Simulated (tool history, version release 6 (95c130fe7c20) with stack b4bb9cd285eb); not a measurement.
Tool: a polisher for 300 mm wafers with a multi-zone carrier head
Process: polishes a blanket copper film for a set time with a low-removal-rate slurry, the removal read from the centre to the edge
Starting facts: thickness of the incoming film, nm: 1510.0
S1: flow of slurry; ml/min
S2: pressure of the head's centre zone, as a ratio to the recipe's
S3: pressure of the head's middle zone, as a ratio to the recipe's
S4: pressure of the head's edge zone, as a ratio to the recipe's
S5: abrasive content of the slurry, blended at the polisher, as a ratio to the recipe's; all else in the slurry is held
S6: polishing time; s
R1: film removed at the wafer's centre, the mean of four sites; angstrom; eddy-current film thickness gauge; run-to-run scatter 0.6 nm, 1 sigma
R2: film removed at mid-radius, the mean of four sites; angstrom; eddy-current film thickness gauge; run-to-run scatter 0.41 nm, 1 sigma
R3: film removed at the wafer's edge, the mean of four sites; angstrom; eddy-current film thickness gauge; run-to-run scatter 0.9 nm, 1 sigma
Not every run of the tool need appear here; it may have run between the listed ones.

run 1 hour=0.0 | S1=200 S2=1.00 S3=1.00 S4=1.00 S5=1.00 S6=45 | R1=870.00 R2=907.56 R3=912.67
run 2 hour=1.6 | S1=190 S2=0.98 S3=0.97 S4=0.97 S5=0.90 S6=44 | R1=819.59 R2=828.57 R3=845.50
run 3 hour=8.2 | S1=190 S2=0.98 S3=0.97 S4=0.97 S5=1.00 S6=44 | R1=841.38 R2=857.09 R3=874.01
run 4 hour=14.1 | S1=230 S2=0.98 S3=0.97 S4=0.97 S5=1.00 S6=44 | R1=866.83 R2=874.06 R3=906.99
run 5 hour=19.6 | S1=230 S2=0.98 S3=0.97 S4=0.97 S5=1.15 S6=44 | R1=918.39 R2=895.66 R3=935.51
run 6 hour=23.5 | S1=215 S2=0.95 S3=0.94 S4=0.95 S5=1.00 S6=44 | R1=850.83 R2=840.52 R3=889.35
-- hour=24.3 slurry nozzle cleaned
run 7 hour=24.3 | S1=200 S2=0.93 S3=0.92 S4=0.94 S5=0.90 S6=43 | R1=815.32 R2=821.19 R3=864.49
run 8 hour=29.8 | S1=190 S2=0.93 S3=0.91 S4=0.95 S5=0.80 S6=41 | R1=755.47 R2=747.06 R3=797.34

Run 9 has not been measured yet. What should we expect?
run 9 hour=31.7 | S1=180 S2=0.92 S3=0.90 S4=0.95 S5=0.75 S6=40 | R1=? R2=? R3=?

R1: 710.61 angstrom
R2: 704.26 angstrom
R3: 763.83 angstrom
